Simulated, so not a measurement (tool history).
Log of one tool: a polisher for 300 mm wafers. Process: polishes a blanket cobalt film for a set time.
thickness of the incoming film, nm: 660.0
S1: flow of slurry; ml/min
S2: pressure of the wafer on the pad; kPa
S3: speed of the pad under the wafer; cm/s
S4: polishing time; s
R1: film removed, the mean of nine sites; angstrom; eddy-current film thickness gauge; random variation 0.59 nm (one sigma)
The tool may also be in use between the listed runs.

run 1 hour=0 | S1=245 S2=13.1 S3=114 S4=25 | R1=1179.6
run 2 hour=1.6 | S1=215 S2=13.1 S3=114 S4=25 | R1=1165.7
run 3 hour=4.9 | S1=215 S2=15.9 S3=114 S4=25 | R1=1377.9
run 4 hour=10.7 | S1=215 S2=15.9 S3=128 S4=25 | R1=1518.3
run 5 hour=11.7 | S1=170 S2=15.9 S3=128 S4=25 | R1=1501.5
run 6 hour=20.2 | S1=170 S2=18.6 S3=128 S4=25 | R1=1690.6
run 7 hour=24.1 | S1=170 S2=17.2 S3=128 S4=25 | R1=1594

The next listed run, before its measurement:
run 8 hour=25.9 | S1=170 S2=15.9 S3=128 S4=25 | R1=?

Run 8 gave R1 1492.8 angstrom.
